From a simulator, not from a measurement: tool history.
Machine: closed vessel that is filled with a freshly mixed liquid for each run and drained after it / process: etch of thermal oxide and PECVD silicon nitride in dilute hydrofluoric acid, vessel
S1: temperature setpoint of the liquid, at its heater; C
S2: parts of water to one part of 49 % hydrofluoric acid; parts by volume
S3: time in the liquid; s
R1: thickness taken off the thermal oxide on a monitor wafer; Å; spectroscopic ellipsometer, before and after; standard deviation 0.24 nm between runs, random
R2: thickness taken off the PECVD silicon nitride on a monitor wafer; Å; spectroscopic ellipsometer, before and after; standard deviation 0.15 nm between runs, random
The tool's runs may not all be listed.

run,day,S1,S2,S3,R1,R2
1,0.000,21.0,45,500,504.27,545.89
2,0.238,21.0,50,500,445.50,491.14
3,0.504,21.0,55,510,414.71,458.77
4,0.625,21.0,45,510,515.81,555.98
5,0.892,19.5,45,510,481.85,498.82
6,0.946,19.5,45,420,397.99,415.89

Run 7, settings as shown, results not yet in. Your forecast:
7,1.246,20.5,50,425,?,?

R1: 373.48 Å
R2: 403.21 Å
